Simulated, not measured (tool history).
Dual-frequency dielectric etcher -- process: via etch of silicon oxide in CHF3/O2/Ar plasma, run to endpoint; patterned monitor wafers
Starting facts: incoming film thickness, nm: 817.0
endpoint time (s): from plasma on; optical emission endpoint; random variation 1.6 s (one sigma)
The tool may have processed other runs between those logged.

run	hour	source power (kW)	bias power (kW)	endpoint time (s)
1	0	0.75	0.134	445.48
2	6.9	0.83	0.134	428.04
3	8.1	0.75	0.134	445.7
4	15.6	0.84	0.134	428.22
5	20.3	0.78	0.134	441.03
6	27.8	0.79	0.134	436.71

Estimate the outcome of run 7 from the log above:
7	34.9	0.8	0.134	?

Run 7 yielded endpoint time (s) 433.74.
